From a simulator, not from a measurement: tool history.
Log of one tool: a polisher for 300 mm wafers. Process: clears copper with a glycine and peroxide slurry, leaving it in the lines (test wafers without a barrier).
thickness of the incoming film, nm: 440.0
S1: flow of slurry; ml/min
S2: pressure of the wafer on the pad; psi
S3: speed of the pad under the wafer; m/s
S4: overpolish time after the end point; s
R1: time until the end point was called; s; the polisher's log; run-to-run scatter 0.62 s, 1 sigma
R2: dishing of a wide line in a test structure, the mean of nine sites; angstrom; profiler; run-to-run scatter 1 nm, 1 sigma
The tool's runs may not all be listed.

| run | hour | S1 | S2 | S3 | S4 | R1 | R2 |
|---|---|---|---|---|---|---|---|
| 1 | 0 | 150 | 2 | 0.92 | 26 | 113.51 | 625.23 |
| 2 | 8.3 | 160 | 2.3 | 0.92 | 25 | 102.14 | 668.45 |
| 3 | 14.4 | 160 | 2.1 | 0.92 | 25 | 108.06 | 620.08 |
| 4 | 19.7 | 170 | 2.4 | 0.94 | 24 | 97.993 | 665.75 |
| 5 | 27.1 | 170 | 2.4 | 0.94 | 34 | 96.155 | 841.71 |
| 6 | 33.7 | 140 | 2.4 | 0.94 | 34 | 99.891 | 818.01 |
| 7 | 40.1 | 180 | 3 | 0.98 | 24 | 77.953 | 770.65 |

Run 8 comes next. What will it give?
| 8 | 46.2 | 185 | 3 | 0.98 | 24 | ? | ? |

Run 8 gave R1 78.931 s, R2 795.54 angstrom.

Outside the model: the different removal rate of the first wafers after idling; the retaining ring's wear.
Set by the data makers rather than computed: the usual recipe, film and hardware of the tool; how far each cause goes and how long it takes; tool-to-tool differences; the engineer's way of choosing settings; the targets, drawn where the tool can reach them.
